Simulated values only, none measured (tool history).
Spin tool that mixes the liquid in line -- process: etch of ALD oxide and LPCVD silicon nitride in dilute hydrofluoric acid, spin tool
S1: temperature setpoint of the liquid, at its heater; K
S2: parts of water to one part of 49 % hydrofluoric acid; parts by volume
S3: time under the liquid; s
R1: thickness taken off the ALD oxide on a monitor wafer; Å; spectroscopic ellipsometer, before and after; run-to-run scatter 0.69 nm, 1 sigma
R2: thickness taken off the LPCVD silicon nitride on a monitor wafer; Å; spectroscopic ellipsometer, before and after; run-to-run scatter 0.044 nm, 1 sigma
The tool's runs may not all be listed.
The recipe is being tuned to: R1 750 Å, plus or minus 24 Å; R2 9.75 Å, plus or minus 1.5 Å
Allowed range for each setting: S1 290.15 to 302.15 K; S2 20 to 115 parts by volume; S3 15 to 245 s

| run | hour | S1 | S2 | S3 | R1 | R2 |
|---|---|---|---|---|---|---|
| 1 | 0 | 294.15 | 65 | 125 | 601.52 | 8.2062 |
| 2 | 3.8 | 294.65 | 65 | 125 | 608.88 | 8.7953 |
| 3 | 10.4 | 292.65 | 65 | 125 | 570.04 | 7.5767 |
| 4 | 11.1 | 292.65 | 75 | 125 | 473.07 | 6.167 |
| 5 | 18.5 | 292.65 | 75 | 85 | 324.05 | 4.2369 |
| 6 | 25.7 | 292.65 | 75 | 105 | 402.59 | 5.2779 |
| 7 | 27.7 | 293.15 | 70 | 105 | 442.84 | 5.8976 |
| 8 | 32.3 | 293.65 | 65 | 105 | 488.69 | 6.5231 |
| 9 | 33.1 | 294.15 | 60 | 105 | 552.07 | 7.4305 |
| 10 | 33.9 | 294.65 | 60 | 105 | 553.24 | 7.3619 |
| 11 | 34.8 | 298.65 | 50 | 105 | 803.76 | 12.194 |
| 12 | 35.7 | 298.15 | 50 | 105 | 781.47 | 11.309 |

Which one of the following 4 next-run settings gets every result inside its allowed miss? There is exactly one.
| A | 36.6 | 293.65 | 40 | 105 | ? | ? |
| B | 36.6 | 300.65 | 75 | 155 | ? | ? |
| C | 36.6 | 293.65 | 50 | 120 | ? | ? |
| D | 36.6 | 297.15 | 45 | 105 | ? | ? |

| move | R1 | R2 |
|---|---|---|
| A | 811.27 | 10.181 |
| B | 812.33 | 12.992 |
| C | 732.74 | 9.3678 |
| D | 829.9 | 11.541 |
A: misses by more than the last run did
B: misses by more than the last run did
C: every result lands within tolerance
D: misses by more than the last run did
Correct choice: C, which meets every target
